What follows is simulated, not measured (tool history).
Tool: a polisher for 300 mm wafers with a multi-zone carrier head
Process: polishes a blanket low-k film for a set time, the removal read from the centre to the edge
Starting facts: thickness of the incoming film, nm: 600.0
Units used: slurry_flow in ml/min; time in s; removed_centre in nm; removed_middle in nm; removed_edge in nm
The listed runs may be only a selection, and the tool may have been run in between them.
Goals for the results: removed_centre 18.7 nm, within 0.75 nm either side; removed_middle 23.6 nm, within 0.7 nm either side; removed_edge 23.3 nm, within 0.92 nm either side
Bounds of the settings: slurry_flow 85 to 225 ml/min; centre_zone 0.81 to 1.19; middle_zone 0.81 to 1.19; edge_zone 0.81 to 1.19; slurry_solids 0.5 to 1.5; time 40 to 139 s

run 1 hour=0 | slurry_flow=145 centre_zone=1 middle_zone=1 edge_zone=1 slurry_solids=1 time=89 | removed_centre=38.116 removed_middle=37.608 removed_edge=38.661
run 2 hour=3.9 | slurry_flow=145 centre_zone=1.04 middle_zone=1 edge_zone=1 slurry_solids=1 time=89 | removed_centre=40.441 removed_middle=37.322 removed_edge=36.91
run 3 hour=7 | slurry_flow=140 centre_zone=1 middle_zone=1.01 edge_zone=0.98 slurry_solids=0.9 time=84 | removed_centre=34.539 removed_middle=34.346 removed_edge=34.126
run 4 hour=9.4 | slurry_flow=140 centre_zone=1 middle_zone=1.01 edge_zone=0.98 slurry_solids=0.9 time=102 | removed_centre=42.117 removed_middle=41.035 removed_edge=41.031
run 5 hour=10.2 | slurry_flow=135 centre_zone=0.97 middle_zone=1.01 edge_zone=0.96 slurry_solids=0.8 time=94 | removed_centre=35.185 removed_middle=35.898 removed_edge=35.551
run 6 hour=16.9 | slurry_flow=135 centre_zone=0.97 middle_zone=1.01 edge_zone=0.96 slurry_solids=1 time=94 | removed_centre=38.535 removed_middle=39.456 removed_edge=38.688
run 7 hour=18.6 | slurry_flow=125 centre_zone=0.94 middle_zone=1.01 edge_zone=0.94 slurry_solids=0.9 time=89 | removed_centre=33.781 removed_middle=35.031 removed_edge=34.738
run 8 hour=19.6 | slurry_flow=95 centre_zone=0.84 middle_zone=1.11 edge_zone=1.04 slurry_solids=0.65 time=64 | removed_centre=17.153 removed_middle=22.134 removed_edge=21.417
run 9 hour=20.6 | slurry_flow=135 centre_zone=0.85 middle_zone=1.1 edge_zone=1.09 slurry_solids=0.7 time=64 | removed_centre=19.786 removed_middle=25.038 removed_edge=24.694
run 10 hour=24.9 | slurry_flow=130 centre_zone=0.85 middle_zone=1.1 edge_zone=1.09 slurry_solids=0.7 time=64 | removed_centre=19.68 removed_middle=24.644 removed_edge=24.55
run 11 hour=28.1 | slurry_flow=125 centre_zone=0.85 middle_zone=1.1 edge_zone=1.09 slurry_solids=0.7 time=64 | removed_centre=19.47 removed_middle=24.37 removed_edge=24.229

Of the 5 settings listed for the next run, only one would bring every result within its allowed miss of target. Which one?
run A hour=31.3 | slurry_flow=95 centre_zone=0.89 middle_zone=1.15 edge_zone=1.12 slurry_solids=0.7 time=65 | removed_centre=? removed_middle=? removed_edge=?
run B hour=31.3 | slurry_flow=100 centre_zone=0.93 middle_zone=1.12 edge_zone=1.09 slurry_solids=0.7 time=60 | removed_centre=? removed_middle=? removed_edge=?
run C hour=31.3 | slurry_flow=120 centre_zone=0.81 middle_zone=1.03 edge_zone=1.16 slurry_solids=0.65 time=62 | removed_centre=? removed_middle=? removed_edge=?
run D hour=31.3 | slurry_flow=90 centre_zone=0.82 middle_zone=1.08 edge_zone=1.11 slurry_solids=0.65 time=68 | removed_centre=? removed_middle=? removed_edge=?
run E hour=31.3 | slurry_flow=90 centre_zone=0.81 middle_zone=1.02 edge_zone=1.11 slurry_solids=0.85 time=68 | removed_centre=? removed_middle=? removed_edge=?

move=A removed_centre=19.099 removed_middle=23.774 removed_edge=23.76
move=B removed_centre=18.8 removed_middle=21.827 removed_edge=21.896
move=C removed_centre=17.422 removed_middle=21.501 removed_edge=23.528
move=D removed_centre=17.423 removed_middle=22.408 removed_edge=23.698
move=E removed_centre=19.218 removed_middle=23.848 removed_edge=26.496
A: every result lands within tolerance
B: carries the result that was furthest off beyond its target, to the other side
C: carries the result that was furthest off beyond its target, to the other side
D: carries the result that was furthest off beyond its target, to the other side
E: puts the biggest miss on target and leaves a different result outside tolerance
Move A is the one to make.
